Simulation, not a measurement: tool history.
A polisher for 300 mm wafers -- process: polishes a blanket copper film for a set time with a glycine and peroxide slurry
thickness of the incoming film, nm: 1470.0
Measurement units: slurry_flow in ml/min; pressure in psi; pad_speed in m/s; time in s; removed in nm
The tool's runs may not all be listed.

run  hour  slurry_flow  pressure  pad_speed  time  removed
  1     0          295       1.9        1.1    32   114.94
  2   4.4          295       1.9       0.92    32   103.33
  3  11.1          335       1.9       0.92    32   104.67
  4    17          335       1.9       0.66    32   86.052
  5  24.8          410       1.9       0.66    32   87.452
  6  33.7          410       1.9       0.66    28   75.255
  7  39.1          410         2       0.66    28   78.841

What will run 8 give?
  8  45.7          410       2.1       0.66    28        ?

removed: 80.405 nm

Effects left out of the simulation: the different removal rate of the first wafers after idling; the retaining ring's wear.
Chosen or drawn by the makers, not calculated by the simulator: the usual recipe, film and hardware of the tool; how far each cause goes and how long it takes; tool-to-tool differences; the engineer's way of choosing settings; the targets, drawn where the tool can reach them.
